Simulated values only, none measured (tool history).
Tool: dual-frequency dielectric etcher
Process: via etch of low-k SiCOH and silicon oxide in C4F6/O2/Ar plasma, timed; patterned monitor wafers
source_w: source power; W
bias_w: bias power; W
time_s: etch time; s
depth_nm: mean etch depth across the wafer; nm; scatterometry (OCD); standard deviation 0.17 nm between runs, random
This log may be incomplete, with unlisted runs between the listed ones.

| run | hour | source_w | bias_w | time_s | depth_nm |
|---|---|---|---|---|---|
| 1 | 0 | 340 | 165 | 31.5 | 73.034 |
| 2 | 6 | 340 | 148 | 31.5 | 70.588 |
| 3 | 10.9 | 340 | 148 | 31.5 | 70.681 |
| 4 | 16.5 | 370 | 154 | 31.5 | 74.055 |
| 5 | 22.5 | 400 | 154 | 31.5 | 76.248 |
| 6 | 26.2 | 420 | 158 | 31.5 | 78.218 |
| 7 | 33.7 | 420 | 158 | 31.5 | 78.305 |
| 8 | 41.7 | 430 | 161 | 31.5 | 79.32 |
| 9 | 48 | 430 | 161 | 31.5 | 79.483 |

Estimate the outcome of run 10 from the log above:
| 10 | 50.9 | 440 | 163 | 31.5 | ? |

Logged for run 10: depth_nm 80.591 nm.
